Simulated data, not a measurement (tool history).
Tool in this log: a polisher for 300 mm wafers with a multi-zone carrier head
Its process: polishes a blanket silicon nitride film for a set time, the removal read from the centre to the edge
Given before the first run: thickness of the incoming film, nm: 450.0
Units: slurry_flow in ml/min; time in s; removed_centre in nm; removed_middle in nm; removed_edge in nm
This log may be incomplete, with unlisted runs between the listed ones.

run,hour,slurry_flow,centre_zone,middle_zone,edge_zone,time,removed_centre,removed_middle,removed_edge
1,0,255,1,1,1,81,92.319,92.741,91.752
2,6.5,305,1,1,1,81,95.601,94.966,93.977
3,10.6,305,1.05,1,1,81,98.797,93.74,93.007
4,19.2,280,1,0.95,0.98,74,85.589,82.692,83.735
5,26.9,280,1,0.95,1.06,74,85.927,81.978,86.461
6,28.1,280,1,0.98,1.06,74,86.396,83.735,85.128

Estimate the outcome of run 7 from the log above:
7,29.1,260,0.97,0.94,1.06,69,?,?,?

removed_centre: 77.537 nm
removed_middle: 74.295 nm
removed_edge: 80.451 nm

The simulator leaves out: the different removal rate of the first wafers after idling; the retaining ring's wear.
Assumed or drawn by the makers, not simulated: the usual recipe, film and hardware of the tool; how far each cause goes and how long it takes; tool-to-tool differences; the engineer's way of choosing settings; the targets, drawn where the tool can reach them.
